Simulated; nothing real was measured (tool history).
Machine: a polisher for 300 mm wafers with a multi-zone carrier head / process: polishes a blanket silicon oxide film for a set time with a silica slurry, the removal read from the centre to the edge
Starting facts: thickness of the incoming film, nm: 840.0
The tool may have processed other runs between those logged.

run  hour  flow of slurry (ml/min)  pressure of the head's centre zone  pressure of the head's middle zone  pressure of the head's edge zone  abrasive content of the slurry  polishing time (s)  film removed at the wafer's centre (nm)  film removed at mid-radius (nm)  film removed at the wafer's edge (nm)
  1     0                      290                                   1                                   1                                 1                               1                  56                                   335.79                           335.29                                 344.19
  2   5.9                      290                                1.01                                   1                              1.02                            1.05                  57                                   354.55                           346.96                                 356.06
  3    11                      290                                1.01                                   1                              1.02                            1.05                  65                                    402.1                           392.44                                 405.89
  4  17.5                      290                                1.01                                0.99                              1.04                             1.1                  65                                   411.25                           397.18                                 418.66
  5  21.3                      290                                1.01                                0.99                              0.97                             1.1                  65                                   410.52                           397.72                                 404.44
  6  28.9                      290                                1.07                                0.99                              0.97                             1.1                  65                                   427.07                           389.91                                 402.14
  7  30.7                      325                                1.13                                0.98                              1.07                            1.35                  66                                   496.21                           428.91                                 459.26
  8  32.9                      325                                1.13                                0.97                              1.08                            1.35                  66                                   502.19                           423.35                                 462.81
  9    39                      325                                1.12                                0.97                              1.09                            1.35                  66                                   496.88                           423.54                                 460.75

Run 10, settings as shown, results not yet in. Your forecast:
 10  45.1                      325                                1.11                                0.96                               1.1                            1.35                  66                                        ?                                ?                                      ?

{"run 10": {"film removed at the wafer's centre (nm)": 492.83, "film removed at mid-radius (nm)": 422.97, "film removed at the wafer's edge (nm)": 465.25}}
